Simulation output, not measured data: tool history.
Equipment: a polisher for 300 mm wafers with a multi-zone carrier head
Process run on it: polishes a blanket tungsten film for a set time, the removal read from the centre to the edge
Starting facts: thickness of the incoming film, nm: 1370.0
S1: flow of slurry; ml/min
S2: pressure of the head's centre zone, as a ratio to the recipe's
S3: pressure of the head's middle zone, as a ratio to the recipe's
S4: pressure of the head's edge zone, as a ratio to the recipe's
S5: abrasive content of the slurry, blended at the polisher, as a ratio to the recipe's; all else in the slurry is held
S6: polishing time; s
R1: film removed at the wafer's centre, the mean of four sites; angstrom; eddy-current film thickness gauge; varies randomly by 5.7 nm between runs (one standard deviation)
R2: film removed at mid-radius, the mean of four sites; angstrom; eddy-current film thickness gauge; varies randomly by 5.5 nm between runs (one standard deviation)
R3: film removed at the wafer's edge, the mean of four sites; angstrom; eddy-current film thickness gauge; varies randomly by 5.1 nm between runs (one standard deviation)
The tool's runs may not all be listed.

{"run": 1, "hour": 0.0, "S1": 285, "S2": 1, "S3": 1, "S4": 1, "S5": 1, "S6": 89, "R1": 4408.4, "R2": 4465.3, "R3": 4382.4}
{"run": 2, "hour": 7.9, "S1": 290, "S2": 0.98, "S3": 1.04, "S4": 1.04, "S5": 1.1, "S6": 89, "R1": 4388.5, "R2": 4727.2, "R3": 4530.3}
{"run": 3, "hour": 9.0, "S1": 290, "S2": 0.91, "S3": 1.04, "S4": 1.04, "S5": 1.1, "S6": 89, "R1": 4212.2, "R2": 4781.1, "R3": 4501.2}
{"run": 4, "hour": 17.4, "S1": 290, "S2": 0.87, "S3": 1.04, "S4": 1.04, "S5": 1.1, "S6": 89, "R1": 3947.9, "R2": 4726.4, "R3": 4522.5}
{"run": 5, "hour": 22.6, "S1": 250, "S2": 0.87, "S3": 1.04, "S4": 1.04, "S5": 1.1, "S6": 89, "R1": 3907.9, "R2": 4710.6, "R3": 4434.5}
{"run": 6, "hour": 31.6, "S1": 265, "S2": 0.89, "S3": 1.06, "S4": 1.08, "S5": 1.2, "S6": 89, "R1": 4079.4, "R2": 4781.5, "R3": 4654.5}
{"run": 7, "hour": 32.2, "S1": 280, "S2": 0.9, "S3": 1.09, "S4": 1.09, "S5": 1.25, "S6": 90, "R1": 4276.2, "R2": 5144.9, "R3": 4800}

Run 8 is up next; what results do you expect?
{"run": 8, "hour": 39.5, "S1": 290, "S2": 0.9, "S3": 1.1, "S4": 1.1, "S5": 1.3, "S6": 90, "R1": "?", "R2": "?", "R3": "?"}

Run 8 came out at R1 4249.3 angstrom, R2 5338.6 angstrom, R3 4911.9 angstrom.
